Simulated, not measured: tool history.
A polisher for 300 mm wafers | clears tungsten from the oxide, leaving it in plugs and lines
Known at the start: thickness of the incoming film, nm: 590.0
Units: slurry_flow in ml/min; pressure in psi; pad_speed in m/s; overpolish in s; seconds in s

Run 1, hour 0.0: slurry_flow 175 ml/min, pressure 4.2 psi, pad_speed 1.22 m/s, slurry_solids 1.0, overpolish 22 s. Result: seconds 96.625 s.
Run 2, hour 7.9: slurry_flow 175 ml/min, pressure 4.2 psi, pad_speed 1.40 m/s, slurry_solids 1.0, overpolish 22 s. Result: seconds 80.476 s.
Run 3, hour 13.6: slurry_flow 175 ml/min, pressure 3.5 psi, pad_speed 1.34 m/s, slurry_solids 1.0, overpolish 22 s. Result: seconds 102.530 s.
Run 4, hour 20.7: slurry_flow 175 ml/min, pressure 2.7 psi, pad_speed 1.34 m/s, slurry_solids 1.0, overpolish 22 s. Result: seconds 133.110 s.
Run 5, hour 29.1: slurry_flow 175 ml/min, pressure 3.2 psi, pad_speed 1.34 m/s, slurry_solids 1.0, overpolish 22 s. Result: seconds 106.860 s.
Run 6, hour 33.2: slurry_flow 175 ml/min, pressure 2.8 psi, pad_speed 1.30 m/s, slurry_solids 1.0, overpolish 22 s. Result: seconds 133.040 s.
Run 7, hour 36.5: slurry_flow 175 ml/min, pressure 2.6 psi, pad_speed 1.30 m/s, slurry_solids 1.0, overpolish 22 s. Result: seconds 140.000 s.

Run 8 comes next. What will it give?
Run 8, hour 39.1: slurry_flow 175 ml/min, pressure 2.5 psi, pad_speed 1.30 m/s, slurry_solids 1.0, overpolish 22 s. Result: seconds ?.

seconds: 145.770 s
